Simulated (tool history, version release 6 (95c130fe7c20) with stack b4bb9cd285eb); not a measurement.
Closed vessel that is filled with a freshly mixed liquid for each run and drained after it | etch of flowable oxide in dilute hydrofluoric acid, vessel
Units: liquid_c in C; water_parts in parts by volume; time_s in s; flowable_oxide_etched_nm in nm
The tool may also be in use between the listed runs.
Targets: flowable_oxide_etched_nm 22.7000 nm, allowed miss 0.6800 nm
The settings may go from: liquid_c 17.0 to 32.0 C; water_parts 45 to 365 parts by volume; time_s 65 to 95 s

run  hour  liquid_c  water_parts  time_s  flowable_oxide_etched_nm
  1   0.0      24.0          205      95                    7.8560
  2   8.2      27.0          205      95                    8.6520
  3  14.3      27.5          190      95                    9.7662
  4  23.0      27.5          190      65                    6.7108
  5  26.1      30.5          190      65                    7.4448
  6  29.7      30.5          170      70                    9.1511
  7  33.9      30.5          155      70                   10.3850
     37.6  -- hydrofluoric acid flow meter replaced
  8  37.6      32.0           75      70                   29.2880
  9  46.0      32.0           80      70                   27.3960
 10  53.5      32.0           90      70                   23.7680

5 next moves are on the table. One of them brings every result within its allowed miss. Which?
  A  61.0      32.0          110      80                         ?
  B  61.0      32.0          105      75                         ?
  C  61.0      32.0           95      65                         ?
  D  61.0      32.0          100      75                         ?
  E  61.0      31.5          115      95                         ?

move  flowable_oxide_etched_nm
   A                   21.3560
   B                   21.1290
   C                   20.5410
   D                   22.3490
   E                   23.6490
A: takes the result that was furthest off past its target
B: takes the result that was furthest off past its target
C: takes the result that was furthest off past its target
D: meets every target
E: nearer than the last run, and not there yet
The right move is D.
